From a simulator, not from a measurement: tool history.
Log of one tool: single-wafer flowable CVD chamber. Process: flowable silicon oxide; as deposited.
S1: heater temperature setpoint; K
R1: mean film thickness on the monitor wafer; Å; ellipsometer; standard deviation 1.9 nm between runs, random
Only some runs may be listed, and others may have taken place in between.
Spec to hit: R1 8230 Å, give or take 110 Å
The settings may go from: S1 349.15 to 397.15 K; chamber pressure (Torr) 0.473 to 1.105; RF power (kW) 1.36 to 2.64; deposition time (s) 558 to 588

{"run": 1, "hour": 0.0, "S1": 373.15, "chamber pressure (Torr)": 0.789, "RF power (kW)": 2, "deposition time (s)": 588, "R1": 4074.9}
{"run": 2, "hour": 2.3, "S1": 368.15, "chamber pressure (Torr)": 0.789, "RF power (kW)": 2, "deposition time (s)": 588, "R1": 4882.1}
{"run": 3, "hour": 9.0, "S1": 364.15, "chamber pressure (Torr)": 0.789, "RF power (kW)": 2, "deposition time (s)": 588, "R1": 5660.1}
{"run": 4, "hour": 12.4, "S1": 361.15, "chamber pressure (Torr)": 0.789, "RF power (kW)": 2, "deposition time (s)": 588, "R1": 6255.7}
{"run": 5, "hour": 15.1, "S1": 361.15, "chamber pressure (Torr)": 0.649, "RF power (kW)": 2, "deposition time (s)": 588, "R1": 5372.4}
{"run": 6, "hour": 19.9, "S1": 358.15, "chamber pressure (Torr)": 0.649, "RF power (kW)": 2, "deposition time (s)": 588, "R1": 5928.9}
{"run": 7, "hour": 22.8, "S1": 356.15, "chamber pressure (Torr)": 0.651, "RF power (kW)": 2, "deposition time (s)": 588, "R1": 6370.1}
{"run": 8, "hour": 24.5, "S1": 354.15, "chamber pressure (Torr)": 0.653, "RF power (kW)": 2, "deposition time (s)": 588, "R1": 6794.8}
{"run": 9, "hour": 30.6, "S1": 353.15, "chamber pressure (Torr)": 0.657, "RF power (kW)": 2, "deposition time (s)": 588, "R1": 7010.8}
{"run": 10, "hour": 38.9, "S1": 352.15, "chamber pressure (Torr)": 0.663, "RF power (kW)": 2, "deposition time (s)": 588, "R1": 7263}
{"run": 11, "hour": 47.3, "S1": 351.15, "chamber pressure (Torr)": 0.669, "RF power (kW)": 2, "deposition time (s)": 588, "R1": 7507.6}
{"run": 12, "hour": 49.7, "S1": 351.15, "chamber pressure (Torr)": 0.669, "RF power (kW)": 2, "deposition time (s)": 588, "R1": 7517.6}
{"run": 13, "hour": 54.3, "S1": 350.15, "chamber pressure (Torr)": 0.675, "RF power (kW)": 2, "deposition time (s)": 588, "R1": 7777.9}
{"run": 14, "hour": 57.4, "S1": 350.15, "chamber pressure (Torr)": 0.681, "RF power (kW)": 2, "deposition time (s)": 588, "R1": 7839.4}

Which single option among these 5 for the next run brings every result within its allowed miss of target? Just one does.
{"run": "A", "hour": 60.5, "S1": 351.15, "chamber pressure (Torr)": 0.649, "RF power (kW)": 2.17, "deposition time (s)": 578, "R1": "?"}
{"run": "B", "hour": 60.5, "S1": 349.15, "chamber pressure (Torr)": 0.668, "RF power (kW)": 1.98, "deposition time (s)": 558, "R1": "?"}
{"run": "C", "hour": 60.5, "S1": 352.15, "chamber pressure (Torr)": 0.671, "RF power (kW)": 1.995, "deposition time (s)": 588, "R1": "?"}
{"run": "D", "hour": 60.5, "S1": 354.15, "chamber pressure (Torr)": 0.74, "RF power (kW)": 2.4, "deposition time (s)": 564, "R1": "?"}
{"run": "E", "hour": 60.5, "S1": 349.15, "chamber pressure (Torr)": 0.745, "RF power (kW)": 2.165, "deposition time (s)": 558, "R1": "?"}

move=A R1=7344.4
move=B R1=7510.2
move=C R1=7336.6
move=D R1=7382.3
move=E R1=8295
A: lands further from the targets than the last run did
B: lands further from the targets than the last run did
C: lands further from the targets than the last run did
D: lands further from the targets than the last run did
E: hits every target within its allowed miss
Correct choice: E, which meets every target

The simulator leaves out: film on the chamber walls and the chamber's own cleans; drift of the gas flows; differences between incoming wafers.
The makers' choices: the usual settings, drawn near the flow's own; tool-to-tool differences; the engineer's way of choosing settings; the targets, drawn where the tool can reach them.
